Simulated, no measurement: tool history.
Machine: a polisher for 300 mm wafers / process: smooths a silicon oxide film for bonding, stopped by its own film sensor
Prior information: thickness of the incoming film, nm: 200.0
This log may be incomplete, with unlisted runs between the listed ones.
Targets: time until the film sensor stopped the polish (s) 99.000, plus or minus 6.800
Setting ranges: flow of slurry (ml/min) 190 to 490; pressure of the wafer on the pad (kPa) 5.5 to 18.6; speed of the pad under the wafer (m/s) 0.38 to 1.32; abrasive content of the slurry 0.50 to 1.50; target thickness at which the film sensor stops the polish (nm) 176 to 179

run,hour,flow of slurry (ml/min),pressure of the wafer on the pad (kPa),speed of the pad under the wafer (m/s),abrasive content of the slurry,target thickness at which the film sensor stops the polish (nm),time until the film sensor stopped the polish (s)
1,0.0,315,11.7,0.84,1.00,176,43.620
2,7.8,240,11.7,0.84,1.00,176,45.419
3,13.8,235,10.3,0.76,1.00,176,56.327
4,21.3,235,10.3,0.68,1.00,176,60.823
5,28.5,235,10.3,0.68,1.00,179,52.968
6,36.7,235,10.3,0.60,1.00,179,56.649
7,40.5,235,9.0,0.56,1.00,179,69.131
8,43.0,235,8.3,0.54,1.00,179,76.017
9,51.8,235,7.6,0.54,1.00,179,82.665
10,57.7,235,6.9,0.54,1.00,179,92.318

Below are 5 possible settings for the next run. Only one of them brings all results inside the allowed miss of their targets. Which is it?
A,63.6,355,9.0,0.52,0.75,179,?
B,63.6,240,5.5,0.66,0.85,179,?
C,63.6,265,7.6,0.52,1.10,178,?
D,63.6,205,6.9,0.64,0.95,179,?
E,63.6,245,6.9,0.64,0.90,179,?

move,time until the film sensor stopped the polish (s)
A,76.406
B,95.324
C,82.948
D,78.777
E,78.840
A: lands further from the targets than the last run did
B: hits every target within its allowed miss
C: lands further from the targets than the last run did
D: lands further from the targets than the last run did
E: lands further from the targets than the last run did
So the answer is move B, the one that meets all the targets.

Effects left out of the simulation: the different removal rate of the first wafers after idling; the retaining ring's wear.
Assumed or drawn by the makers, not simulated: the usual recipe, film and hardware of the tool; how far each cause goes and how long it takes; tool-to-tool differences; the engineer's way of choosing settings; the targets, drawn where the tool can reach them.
